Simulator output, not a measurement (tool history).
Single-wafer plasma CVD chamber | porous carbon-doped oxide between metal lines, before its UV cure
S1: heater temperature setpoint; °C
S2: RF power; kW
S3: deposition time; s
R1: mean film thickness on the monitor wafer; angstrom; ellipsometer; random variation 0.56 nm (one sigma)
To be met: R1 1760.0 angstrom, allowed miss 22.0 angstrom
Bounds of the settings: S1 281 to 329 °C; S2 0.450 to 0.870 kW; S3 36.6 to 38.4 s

run,hour,S1,S2,S3,R1
1,0.0,305,0.660,38.4,2244.1
2,2.9,308,0.645,38.4,2170.3
3,5.8,311,0.630,38.4,2102.4
4,12.5,311,0.695,38.4,2246.7
5,17.2,313,0.675,38.4,2164.9
6,21.5,313,0.675,38.4,2163.4
7,23.5,315,0.660,38.4,2117.1
8,30.4,317,0.645,38.4,2053.4
9,33.9,319,0.635,38.4,2005.1
10,35.2,320,0.625,38.4,1971.7
11,40.7,321,0.615,38.4,1946.2
12,44.6,322,0.605,38.4,1899.2
13,51.9,323,0.600,38.4,1884.4
14,53.5,324,0.595,38.4,1855.0
15,56.7,325,0.590,38.4,1835.7
16,57.3,326,0.590,38.4,1827.2
17,63.8,329,0.565,38.3,1732.5

Which of these 5 next moves meets every target?
A,70.3,328,0.535,38.4,?
B,70.3,326,0.545,38.1,?
C,70.3,325,0.555,37.5,?
D,70.3,329,0.585,36.6,?
E,70.3,328,0.575,38.0,?

move,R1
A,1673.4
B,1702.0
C,1708.3
D,1697.5
E,1747.7
A: further off than the last run
B: further off than the last run
C: further off than the last run
D: further off than the last run
E: meets every target
Answer: E

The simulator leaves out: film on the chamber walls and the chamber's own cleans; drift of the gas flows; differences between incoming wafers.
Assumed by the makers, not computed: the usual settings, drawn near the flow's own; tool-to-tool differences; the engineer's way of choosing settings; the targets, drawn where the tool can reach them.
